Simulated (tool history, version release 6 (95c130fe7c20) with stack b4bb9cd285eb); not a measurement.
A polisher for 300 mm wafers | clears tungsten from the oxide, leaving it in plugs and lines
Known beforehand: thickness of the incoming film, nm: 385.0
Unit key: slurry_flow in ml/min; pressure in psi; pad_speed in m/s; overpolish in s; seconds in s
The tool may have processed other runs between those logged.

Run 1, day 0.000: slurry_flow 140 ml/min, pressure 2.3 psi, pad_speed 1.08 m/s, slurry_solids 1.0, overpolish 28 s. Result: seconds 113.99 s.
Run 2, day 0.362: slurry_flow 140 ml/min, pressure 2.3 psi, pad_speed 1.08 m/s, slurry_solids 1.1, overpolish 28 s. Result: seconds 112.67 s.
Run 3, day 0.662: slurry_flow 140 ml/min, pressure 2.3 psi, pad_speed 1.08 m/s, slurry_solids 0.9, overpolish 28 s. Result: seconds 115.23 s.
Run 4, day 0.696: slurry_flow 135 ml/min, pressure 2.1 psi, pad_speed 1.08 m/s, slurry_solids 0.9, overpolish 28 s. Result: seconds 128.21 s.
Run 5, day 0.954: slurry_flow 135 ml/min, pressure 2.1 psi, pad_speed 1.08 m/s, slurry_solids 0.7, overpolish 28 s. Result: seconds 132.94 s.
Run 6, day 0.992: slurry_flow 130 ml/min, pressure 2.0 psi, pad_speed 1.08 m/s, slurry_solids 0.7, overpolish 28 s. Result: seconds 141.55 s.
Run 7, day 1.350: slurry_flow 125 ml/min, pressure 1.9 psi, pad_speed 1.08 m/s, slurry_solids 0.7, overpolish 28 s. Result: seconds 149.78 s.
At day 1.712: slurry blender recalibrated.
Run 8, day 1.712: slurry_flow 120 ml/min, pressure 1.8 psi, pad_speed 1.08 m/s, slurry_solids 0.7, overpolish 28 s. Result: seconds 151.22 s.
Run 9, day 1.975: slurry_flow 120 ml/min, pressure 1.7 psi, pad_speed 1.08 m/s, slurry_solids 0.7, overpolish 28 s. Result: seconds 159.52 s.

Estimate the outcome of run 10 from the log above:
Run 10, day 2.292: slurry_flow 120 ml/min, pressure 1.7 psi, pad_speed 1.08 m/s, slurry_solids 0.7, overpolish 28 s. Result: seconds ?.

seconds: 159.09 s
